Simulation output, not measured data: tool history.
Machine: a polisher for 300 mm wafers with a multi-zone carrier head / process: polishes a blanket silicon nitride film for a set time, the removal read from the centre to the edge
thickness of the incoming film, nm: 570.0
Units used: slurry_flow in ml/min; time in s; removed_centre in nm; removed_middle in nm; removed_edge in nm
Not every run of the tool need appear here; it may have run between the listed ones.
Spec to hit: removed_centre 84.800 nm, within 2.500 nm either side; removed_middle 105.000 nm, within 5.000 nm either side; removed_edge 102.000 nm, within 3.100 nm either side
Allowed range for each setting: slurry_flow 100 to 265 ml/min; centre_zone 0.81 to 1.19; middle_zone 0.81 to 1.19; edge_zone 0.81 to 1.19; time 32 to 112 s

{"run": 1, "hour": 0.0, "slurry_flow": 170, "centre_zone": 1.0, "middle_zone": 1.0, "edge_zone": 1.0, "time": 72, "removed_centre": 126.01, "removed_middle": 131.23, "removed_edge": 129.69}
{"run": 2, "hour": 7.0, "slurry_flow": 190, "centre_zone": 1.0, "middle_zone": 1.0, "edge_zone": 1.0, "time": 72, "removed_centre": 129.99, "removed_middle": 135.14, "removed_edge": 132.29}
{"run": 3, "hour": 8.0, "slurry_flow": 190, "centre_zone": 1.0, "middle_zone": 1.0, "edge_zone": 1.0, "time": 84, "removed_centre": 150.01, "removed_middle": 158.25, "removed_edge": 152.41}
{"run": 4, "hour": 12.8, "slurry_flow": 175, "centre_zone": 0.95, "middle_zone": 1.0, "edge_zone": 0.97, "time": 78, "removed_centre": 132.5, "removed_middle": 144.53, "removed_edge": 138.71}
{"run": 5, "hour": 17.9, "slurry_flow": 160, "centre_zone": 0.91, "middle_zone": 1.0, "edge_zone": 0.97, "time": 72, "removed_centre": 113.47, "removed_middle": 130.06, "removed_edge": 127.56}
{"run": 6, "hour": 26.1, "slurry_flow": 160, "centre_zone": 0.91, "middle_zone": 1.0, "edge_zone": 0.97, "time": 85, "removed_centre": 135.93, "removed_middle": 152.29, "removed_edge": 148.68}
{"run": 7, "hour": 28.1, "slurry_flow": 150, "centre_zone": 0.89, "middle_zone": 1.0, "edge_zone": 0.95, "time": 78, "removed_centre": 117.76, "removed_middle": 141.61, "removed_edge": 134.81}
{"run": 8, "hour": 30.5, "slurry_flow": 145, "centre_zone": 0.88, "middle_zone": 0.98, "edge_zone": 0.93, "time": 73, "removed_centre": 108.53, "removed_middle": 127.91, "removed_edge": 127.36}
{"run": 9, "hour": 39.4, "slurry_flow": 140, "centre_zone": 0.88, "middle_zone": 0.99, "edge_zone": 0.92, "time": 69, "removed_centre": 103.72, "removed_middle": 122.63, "removed_edge": 117.3}
{"run": 10, "hour": 41.4, "slurry_flow": 135, "centre_zone": 0.86, "middle_zone": 0.98, "edge_zone": 0.91, "time": 67, "removed_centre": 95.55, "removed_middle": 117.63, "removed_edge": 112.38}
{"run": 11, "hour": 47.1, "slurry_flow": 130, "centre_zone": 0.85, "middle_zone": 0.97, "edge_zone": 0.89, "time": 66, "removed_centre": 93.767, "removed_middle": 114.55, "removed_edge": 108.78}
{"run": 12, "hour": 55.0, "slurry_flow": 125, "centre_zone": 0.84, "middle_zone": 0.96, "edge_zone": 0.88, "time": 65, "removed_centre": 89.328, "removed_middle": 108.35, "removed_edge": 106.75}
{"run": 13, "hour": 60.2, "slurry_flow": 120, "centre_zone": 0.84, "middle_zone": 0.96, "edge_zone": 0.87, "time": 65, "removed_centre": 87.987, "removed_middle": 107.5, "removed_edge": 104.98}
{"run": 14, "hour": 62.8, "slurry_flow": 115, "centre_zone": 0.84, "middle_zone": 0.96, "edge_zone": 0.87, "time": 65, "removed_centre": 87.624, "removed_middle": 105.56, "removed_edge": 103.32}

Which of these 5 next moves meets every target?
{"run": "A", "hour": 65.4, "slurry_flow": 130, "centre_zone": 0.91, "middle_zone": 0.89, "edge_zone": 0.81, "time": 59, "removed_centre": "?", "removed_middle": "?", "removed_edge": "?"}
{"run": "B", "hour": 65.4, "slurry_flow": 115, "centre_zone": 0.83, "middle_zone": 0.97, "edge_zone": 0.9, "time": 63, "removed_centre": "?", "removed_middle": "?", "removed_edge": "?"}
{"run": "C", "hour": 65.4, "slurry_flow": 155, "centre_zone": 0.89, "middle_zone": 1.16, "edge_zone": 0.81, "time": 58, "removed_centre": "?", "removed_middle": "?", "removed_edge": "?"}
{"run": "D", "hour": 65.4, "slurry_flow": 140, "centre_zone": 0.81, "middle_zone": 0.92, "edge_zone": 0.85, "time": 57, "removed_centre": "?", "removed_middle": "?", "removed_edge": "?"}
{"run": "E", "hour": 65.4, "slurry_flow": 100, "centre_zone": 0.91, "middle_zone": 0.83, "edge_zone": 0.96, "time": 66, "removed_centre": "?", "removed_middle": "?", "removed_edge": "?"}

move=A removed_centre=89.266 removed_middle=93.503 removed_edge=92.299
move=B removed_centre=84.232 removed_middle=104.390 removed_edge=101.230
move=C removed_centre=89.394 removed_middle=119.080 removed_edge=92.670
move=D removed_centre=78.034 removed_middle=94.327 removed_edge=92.040
move=E removed_centre=92.892 removed_middle=92.710 removed_edge=106.860
A: lands further from the targets than the last run did
B: all results land within tolerance of their targets
C: lands further from the targets than the last run did
D: the result that was furthest off in the last run now lies on the other side of its target
E: lands further from the targets than the last run did
Move B is the one to make.
